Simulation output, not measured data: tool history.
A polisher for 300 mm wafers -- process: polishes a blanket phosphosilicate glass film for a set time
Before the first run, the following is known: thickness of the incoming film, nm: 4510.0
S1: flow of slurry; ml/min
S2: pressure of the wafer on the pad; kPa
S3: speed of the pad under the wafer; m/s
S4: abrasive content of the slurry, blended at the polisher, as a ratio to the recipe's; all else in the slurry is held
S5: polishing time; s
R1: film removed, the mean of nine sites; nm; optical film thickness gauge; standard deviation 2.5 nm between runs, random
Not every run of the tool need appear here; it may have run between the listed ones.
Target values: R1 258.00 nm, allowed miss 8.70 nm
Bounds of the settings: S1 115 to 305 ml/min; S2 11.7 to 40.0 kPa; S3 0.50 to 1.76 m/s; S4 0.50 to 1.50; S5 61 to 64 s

run,hour,S1,S2,S3,S4,S5,R1
1,0.0,195,25.5,1.12,1.00,61,544.28
2,4.9,195,28.3,1.12,1.00,61,612.00
3,8.6,225,28.3,1.12,1.00,61,608.30
4,14.3,225,28.3,1.12,1.00,64,658.34
5,16.7,225,24.8,1.04,1.00,64,550.51
6,22.3,225,22.1,0.96,1.00,64,461.55
7,24.7,210,15.2,0.74,1.00,64,276.35
8,33.6,205,15.2,0.74,1.00,64,278.93
9,40.8,200,15.2,0.74,1.00,64,273.93
10,48.4,195,15.2,0.74,1.00,64,271.96
11,50.9,190,15.2,0.74,1.00,64,268.95
12,55.9,185,15.2,0.74,1.00,64,270.16
13,64.5,180,15.2,0.74,1.00,64,273.55

Which single option among these 4 for the next run brings every result within its allowed miss of target? Just one does.
A,73.1,165,17.2,0.74,0.95,63,?
B,73.1,200,17.2,0.72,0.90,62,?
C,73.1,190,15.9,0.68,1.00,61,?
D,73.1,155,17.2,0.70,0.90,64,?

move,R1
A,296.51
B,289.86
C,264.63
D,282.28
A: the biggest miss grows against the last run
B: the biggest miss grows against the last run
C: all results in spec
D: the biggest miss grows against the last run
The right move is C.
